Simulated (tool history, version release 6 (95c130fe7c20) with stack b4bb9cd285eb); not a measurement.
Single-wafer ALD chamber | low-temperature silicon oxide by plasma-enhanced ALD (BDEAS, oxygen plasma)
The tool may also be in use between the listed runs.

run,day,heater temperature setpoint (K),number of ALD cycles (cycles),mean film thickness on the monitor wafer (Å)
1,0.000,393.15,36,49.892
2,0.112,392.15,38,52.626
3,0.296,392.15,40,55.250
4,0.342,392.15,36,49.856
5,0.379,391.15,38,53.111
6,0.712,391.15,40,55.659

What will run 7 give?
7,0.950,390.15,41,?

Run 7 measured mean film thickness on the monitor wafer (Å) 57.179.

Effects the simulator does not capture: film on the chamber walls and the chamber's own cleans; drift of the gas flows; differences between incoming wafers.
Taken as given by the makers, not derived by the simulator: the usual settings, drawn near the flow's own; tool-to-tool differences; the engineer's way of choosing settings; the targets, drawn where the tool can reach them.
